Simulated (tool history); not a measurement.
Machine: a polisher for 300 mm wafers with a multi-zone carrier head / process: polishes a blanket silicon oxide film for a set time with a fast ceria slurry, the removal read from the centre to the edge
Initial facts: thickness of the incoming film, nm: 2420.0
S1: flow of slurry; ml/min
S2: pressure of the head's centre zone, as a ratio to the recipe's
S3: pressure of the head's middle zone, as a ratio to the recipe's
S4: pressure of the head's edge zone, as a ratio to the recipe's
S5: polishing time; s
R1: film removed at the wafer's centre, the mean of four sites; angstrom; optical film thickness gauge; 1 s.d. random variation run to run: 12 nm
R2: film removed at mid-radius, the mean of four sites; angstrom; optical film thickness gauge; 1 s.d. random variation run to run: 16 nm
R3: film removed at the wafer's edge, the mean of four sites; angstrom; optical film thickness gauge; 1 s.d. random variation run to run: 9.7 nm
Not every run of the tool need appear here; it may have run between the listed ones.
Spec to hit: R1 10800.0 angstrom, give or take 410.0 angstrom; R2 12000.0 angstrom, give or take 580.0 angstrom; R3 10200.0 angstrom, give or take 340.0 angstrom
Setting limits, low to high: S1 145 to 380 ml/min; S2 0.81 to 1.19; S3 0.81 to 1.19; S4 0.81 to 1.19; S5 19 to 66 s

| run | hour | S1 | S2 | S3 | S4 | S5 | R1 | R2 | R3 |
|---|---|---|---|---|---|---|---|---|---|
| 1 | 0.0 | 245 | 1.00 | 1.00 | 1.00 | 42 | 7687.6 | 7849.8 | 7621.2 |
| 2 | 5.6 | 245 | 1.00 | 1.00 | 1.00 | 33 | 5926.9 | 5921.0 | 5948.0 |
| 3 | 12.5 | 245 | 0.94 | 1.00 | 1.00 | 33 | 5733.1 | 6055.1 | 5909.8 |
| 4 | 21.0 | 220 | 0.94 | 1.00 | 1.00 | 33 | 5684.1 | 5914.8 | 5857.2 |
| 5 | 24.6 | 220 | 0.94 | 1.08 | 1.00 | 33 | 5547.8 | 6363.0 | 5915.7 |
| 6 | 25.8 | 220 | 0.94 | 1.08 | 1.00 | 26 | 4402.5 | 4949.4 | 4583.2 |
| 7 | 28.4 | 280 | 1.04 | 1.18 | 1.02 | 38 | 7290.1 | 8203.5 | 6940.7 |
| 8 | 37.1 | 350 | 1.08 | 1.19 | 1.08 | 50 | 10329.0 | 11050.0 | 9785.9 |
| 9 | 42.8 | 350 | 1.08 | 1.19 | 1.08 | 50 | 10230.0 | 11038.0 | 9646.1 |
| 10 | 43.4 | 350 | 1.08 | 1.19 | 1.07 | 51 | 10437.0 | 11224.0 | 9665.4 |

Exactly one of the 4 candidate moves below puts every result within its allowed miss. Which one?
| A | 44.0 | 310 | 1.08 | 0.93 | 1.19 | 52 | ? | ? | ? |
| B | 44.0 | 380 | 1.14 | 1.16 | 1.09 | 50 | ? | ? | ? |
| C | 44.0 | 330 | 1.18 | 1.13 | 1.04 | 49 | ? | ? | ? |
| D | 44.0 | 240 | 1.06 | 1.19 | 1.02 | 57 | ? | ? | ? |

| move | R1 | R2 | R3 |
|---|---|---|---|
| A | 10464.0 | 9123.1 | 10242.0 |
| B | 10848.0 | 10773.0 | 9515.2 |
| C | 10855.0 | 10197.0 | 9029.1 |
| D | 10917.0 | 11980.0 | 10120.0 |
A: corrects the largest miss of the last run, while another result sits out of spec
B: its largest miss is bigger than the last run's
C: its largest miss is bigger than the last run's
D: each result inside its tolerance
D meets every target.

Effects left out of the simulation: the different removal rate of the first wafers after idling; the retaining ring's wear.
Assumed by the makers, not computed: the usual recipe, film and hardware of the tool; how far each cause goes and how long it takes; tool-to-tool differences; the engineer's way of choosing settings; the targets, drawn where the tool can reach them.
